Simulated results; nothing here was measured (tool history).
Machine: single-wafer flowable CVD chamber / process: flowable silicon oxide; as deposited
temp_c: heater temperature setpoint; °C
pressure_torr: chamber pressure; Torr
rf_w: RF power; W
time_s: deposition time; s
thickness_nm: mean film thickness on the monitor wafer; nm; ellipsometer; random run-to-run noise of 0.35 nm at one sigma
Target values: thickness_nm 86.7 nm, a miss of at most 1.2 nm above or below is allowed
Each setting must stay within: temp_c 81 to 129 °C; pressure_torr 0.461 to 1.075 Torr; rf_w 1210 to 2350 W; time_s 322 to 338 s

Run 1, hour 0: temp_c 105 °C, pressure_torr 0.768 Torr, rf_w 1780 W, time_s 338 s. Result: thickness_nm 179.12 nm.
Run 2, hour 7: temp_c 105 °C, pressure_torr 0.661 Torr, rf_w 1780 W, time_s 338 s. Result: thickness_nm 155.19 nm.
Run 3, hour 12: temp_c 107 °C, pressure_torr 0.661 Torr, rf_w 1780 W, time_s 338 s. Result: thickness_nm 143.42 nm.
Run 4, hour 17.2: temp_c 112 °C, pressure_torr 0.661 Torr, rf_w 1780 W, time_s 338 s. Result: thickness_nm 119.7 nm.
Run 5, hour 20.3: temp_c 112 °C, pressure_torr 0.744 Torr, rf_w 1780 W, time_s 338 s. Result: thickness_nm 134.3 nm.
Run 6, hour 27.4: temp_c 113 °C, pressure_torr 0.744 Torr, rf_w 1780 W, time_s 338 s. Result: thickness_nm 129.86 nm.
Run 7, hour 28.5: temp_c 114 °C, pressure_torr 0.744 Torr, rf_w 1780 W, time_s 338 s. Result: thickness_nm 124.11 nm.
Run 8, hour 37.6: temp_c 126 °C, pressure_torr 0.743 Torr, rf_w 1780 W, time_s 338 s. Result: thickness_nm 84.66 nm.

Which one of the following 5 next-run settings gets every result inside its allowed miss? There is exactly one.
Run A, hour 46.7: temp_c 123 °C, pressure_torr 0.673 Torr, rf_w 1735 W, time_s 334 s. Result: thickness_nm ?.
Run B, hour 46.7: temp_c 121 °C, pressure_torr 0.685 Torr, rf_w 1575 W, time_s 338 s. Result: thickness_nm ?.
Run C, hour 46.7: temp_c 125 °C, pressure_torr 0.724 Torr, rf_w 1740 W, time_s 334 s. Result: thickness_nm ?.
Run D, hour 46.7: temp_c 123 °C, pressure_torr 0.716 Torr, rf_w 1915 W, time_s 328 s. Result: thickness_nm ?.
Run E, hour 46.7: temp_c 125 °C, pressure_torr 0.751 Torr, rf_w 1710 W, time_s 333 s. Result: thickness_nm ?.

move  thickness_nm
   A        82.947
   B        88.311
   C        83.913
   D          88.7
   E        86.231
A: the biggest miss grows against the last run
B: takes the biggest miss from the last run beyond its target
C: the biggest miss grows against the last run
D: takes the biggest miss from the last run beyond its target
E: meets every target
So the answer is move E, the one that meets all the targets.
